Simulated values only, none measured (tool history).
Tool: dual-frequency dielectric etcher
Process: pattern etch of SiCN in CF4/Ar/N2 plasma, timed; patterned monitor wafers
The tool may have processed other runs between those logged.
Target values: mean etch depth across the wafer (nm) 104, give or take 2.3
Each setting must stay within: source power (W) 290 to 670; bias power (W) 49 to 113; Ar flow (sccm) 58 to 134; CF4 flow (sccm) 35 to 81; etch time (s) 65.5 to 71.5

| run | hour | source power (W) | bias power (W) | Ar flow (sccm) | CF4 flow (sccm) | etch time (s) | mean etch depth across the wafer (nm) |
|---|---|---|---|---|---|---|---|
| 1 | 0 | 480 | 81 | 96 | 58 | 71.5 | 73.241 |
| 2 | 8.1 | 540 | 82 | 96 | 58 | 71.5 | 84.87 |
| 3 | 10.6 | 540 | 82 | 89 | 58 | 71.5 | 85.218 |
| 4 | 15 | 540 | 69 | 89 | 58 | 71.5 | 79.966 |
| 5 | 21.8 | 580 | 69 | 89 | 58 | 71.5 | 86.699 |
| 6 | 29.6 | 610 | 69 | 89 | 58 | 71.5 | 91.885 |
|  | 31.7 | CF4 flow controller replaced |
| 7 | 31.7 | 630 | 69 | 89 | 58 | 71.5 | 93.4 |
| 8 | 39.8 | 640 | 71 | 88 | 58 | 71.5 | 96.562 |

4 next moves are on the table. One of them brings every result within its allowed miss. Which?
| A | 47.9 | 660 | 76 | 71 | 55 | 70.5 | ? |
| B | 47.9 | 670 | 79 | 76 | 54 | 67 | ? |
| C | 47.9 | 660 | 81 | 100 | 54 | 70.5 | ? |
| D | 47.9 | 650 | 81 | 78 | 66 | 71 | ? |

| move | mean etch depth across the wafer (nm) |
|---|---|
| A | 100.28 |
| B | 96.979 |
| C | 98.866 |
| D | 104.12 |
A: closes in on the targets versus the last run, not all within tolerance yet
B: closes in on the targets versus the last run, not all within tolerance yet
C: closes in on the targets versus the last run, not all within tolerance yet
D: all results land within tolerance of their targets
Go with D: it meets all targets.

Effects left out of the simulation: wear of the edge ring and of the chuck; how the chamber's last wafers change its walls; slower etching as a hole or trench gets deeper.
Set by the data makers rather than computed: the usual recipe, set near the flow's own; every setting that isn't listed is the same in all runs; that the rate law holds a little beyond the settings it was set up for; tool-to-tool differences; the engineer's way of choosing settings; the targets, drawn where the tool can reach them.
